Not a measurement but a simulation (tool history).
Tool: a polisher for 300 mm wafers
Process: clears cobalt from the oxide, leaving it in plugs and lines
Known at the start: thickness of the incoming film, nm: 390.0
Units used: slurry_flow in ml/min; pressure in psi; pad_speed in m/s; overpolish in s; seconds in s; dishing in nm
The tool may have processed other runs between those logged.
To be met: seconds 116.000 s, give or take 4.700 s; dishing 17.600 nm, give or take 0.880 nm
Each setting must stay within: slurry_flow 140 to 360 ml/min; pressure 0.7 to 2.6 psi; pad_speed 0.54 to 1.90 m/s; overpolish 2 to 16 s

Run 1, hour 0.0: slurry_flow 230 ml/min, pressure 1.6 psi, pad_speed 1.22 m/s, overpolish 8 s. Result: seconds 83.400 s, dishing 24.917 nm.
Run 2, hour 5.3: slurry_flow 230 ml/min, pressure 1.5 psi, pad_speed 1.22 m/s, overpolish 8 s. Result: seconds 90.632 s, dishing 23.464 nm.
Run 3, hour 8.2: slurry_flow 230 ml/min, pressure 1.4 psi, pad_speed 1.22 m/s, overpolish 8 s. Result: seconds 94.303 s, dishing 22.966 nm.
Run 4, hour 12.8: slurry_flow 230 ml/min, pressure 1.4 psi, pad_speed 1.22 m/s, overpolish 10 s. Result: seconds 95.841 s, dishing 26.845 nm.
Run 5, hour 21.6: slurry_flow 180 ml/min, pressure 1.4 psi, pad_speed 1.22 m/s, overpolish 10 s. Result: seconds 95.449 s, dishing 26.140 nm.
Run 6, hour 27.3: slurry_flow 180 ml/min, pressure 1.2 psi, pad_speed 1.22 m/s, overpolish 10 s. Result: seconds 112.720 s, dishing 23.474 nm.
Run 7, hour 32.3: slurry_flow 180 ml/min, pressure 1.2 psi, pad_speed 1.22 m/s, overpolish 9 s. Result: seconds 113.630 s, dishing 21.915 nm.
Run 8, hour 34.3: slurry_flow 180 ml/min, pressure 1.2 psi, pad_speed 1.22 m/s, overpolish 8 s. Result: seconds 112.490 s, dishing 20.138 nm.

Of the 5 settings listed for the next run, only one would bring every result within its allowed miss of target. Which one?
Run A, hour 36.3: slurry_flow 215 ml/min, pressure 1.3 psi, pad_speed 1.00 m/s, overpolish 7 s. Result: seconds ?, dishing ?.
Run B, hour 36.3: slurry_flow 205 ml/min, pressure 1.1 psi, pad_speed 1.28 m/s, overpolish 7 s. Result: seconds ?, dishing ?.
Run C, hour 36.3: slurry_flow 165 ml/min, pressure 1.1 psi, pad_speed 1.36 m/s, overpolish 10 s. Result: seconds ?, dishing ?.
Run D, hour 36.3: slurry_flow 210 ml/min, pressure 1.3 psi, pad_speed 1.12 m/s, overpolish 10 s. Result: seconds ?, dishing ?.
Run E, hour 36.3: slurry_flow 140 ml/min, pressure 1.4 psi, pad_speed 1.10 m/s, overpolish 11 s. Result: seconds ?, dishing ?.

move  seconds  dishing
   A  123.160   16.242
   B  114.240   17.250
   C  109.380   23.350
   D  110.570   23.174
   E  107.820   25.200
A: takes the biggest miss from the last run beyond its target
B: all results in spec
C: its largest miss is bigger than the last run's
D: its largest miss is bigger than the last run's
E: its largest miss is bigger than the last run's
Go with B: it meets all targets.

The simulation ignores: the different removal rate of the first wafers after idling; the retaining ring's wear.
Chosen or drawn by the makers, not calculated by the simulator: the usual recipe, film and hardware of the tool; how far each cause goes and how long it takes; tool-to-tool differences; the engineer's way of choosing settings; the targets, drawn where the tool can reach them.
